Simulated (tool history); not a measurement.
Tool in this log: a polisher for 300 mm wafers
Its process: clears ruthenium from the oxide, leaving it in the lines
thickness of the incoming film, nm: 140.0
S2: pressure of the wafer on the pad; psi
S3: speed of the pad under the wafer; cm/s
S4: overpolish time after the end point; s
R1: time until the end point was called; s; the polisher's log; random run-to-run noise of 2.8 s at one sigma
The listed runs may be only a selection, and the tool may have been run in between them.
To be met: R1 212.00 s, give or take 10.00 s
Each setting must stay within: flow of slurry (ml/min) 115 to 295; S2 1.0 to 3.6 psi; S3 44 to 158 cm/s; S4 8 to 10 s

{"run": 1, "day": 0.0, "flow of slurry (ml/min)": 190, "S2": 2.3, "S3": 100, "S4": 10, "R1": 117.78}
{"run": 2, "day": 0.358, "flow of slurry (ml/min)": 190, "S2": 2.3, "S3": 100, "S4": 10, "R1": 117.12}
{"run": 3, "day": 0.675, "flow of slurry (ml/min)": 190, "S2": 2.0, "S3": 98, "S4": 10, "R1": 136.85}
{"run": 4, "day": 0.95, "flow of slurry (ml/min)": 190, "S2": 1.7, "S3": 98, "S4": 10, "R1": 160.64}
{"run": 5, "day": 1.3, "flow of slurry (ml/min)": 190, "S2": 1.7, "S3": 118, "S4": 10, "R1": 131.45}
{"run": 6, "day": 1.571, "flow of slurry (ml/min)": 150, "S2": 1.7, "S3": 118, "S4": 10, "R1": 142.06}
{"run": 7, "day": 1.667, "flow of slurry (ml/min)": 145, "S2": 1.5, "S3": 118, "S4": 10, "R1": 161.68}
{"run": 8, "day": 1.788, "flow of slurry (ml/min)": 140, "S2": 1.4, "S3": 118, "S4": 10, "R1": 168.69}
{"run": 9, "day": 1.975, "flow of slurry (ml/min)": 140, "S2": 1.4, "S3": 118, "S4": 10, "R1": 166.63}
{"run": 10, "day": 2.146, "flow of slurry (ml/min)": 140, "S2": 1.0, "S3": 110, "S4": 10, "R1": 246.45}
{"run": 11, "day": 2.212, "flow of slurry (ml/min)": 150, "S2": 1.0, "S3": 110, "S4": 10, "R1": 248.83}
{"run": 12, "day": 2.475, "flow of slurry (ml/min)": 150, "S2": 1.1, "S3": 110, "S4": 10, "R1": 223.16}
{"run": 13, "day": 2.646, "flow of slurry (ml/min)": 155, "S2": 1.1, "S3": 110, "S4": 10, "R1": 226.51}
{"run": 14, "day": 2.796, "flow of slurry (ml/min)": 160, "S2": 1.1, "S3": 110, "S4": 10, "R1": 224.99}

Consider the 5 candidate settings below. Which is the only one whose results all fall within their allowed miss of target?
{"run": "A", "day": 2.946, "flow of slurry (ml/min)": 150, "S2": 1.1, "S3": 106, "S4": 8, "R1": "?"}
{"run": "B", "day": 2.946, "flow of slurry (ml/min)": 175, "S2": 1.2, "S3": 122, "S4": 10, "R1": "?"}
{"run": "C", "day": 2.946, "flow of slurry (ml/min)": 150, "S2": 1.2, "S3": 98, "S4": 8, "R1": "?"}
{"run": "D", "day": 2.946, "flow of slurry (ml/min)": 155, "S2": 1.2, "S3": 94, "S4": 8, "R1": "?"}
{"run": "E", "day": 2.946, "flow of slurry (ml/min)": 165, "S2": 1.1, "S3": 116, "S4": 8, "R1": "?"}

move=A R1=232.11
move=B R1=181.53
move=C R1=230.77
move=D R1=238.82
move=E R1=208.99
A: moves away from the targets compared with the last run
B: the result that was furthest off in the last run now lies on the other side of its target
C: moves away from the targets compared with the last run
D: moves away from the targets compared with the last run
E: all results in spec
Correct choice: E, which meets every target

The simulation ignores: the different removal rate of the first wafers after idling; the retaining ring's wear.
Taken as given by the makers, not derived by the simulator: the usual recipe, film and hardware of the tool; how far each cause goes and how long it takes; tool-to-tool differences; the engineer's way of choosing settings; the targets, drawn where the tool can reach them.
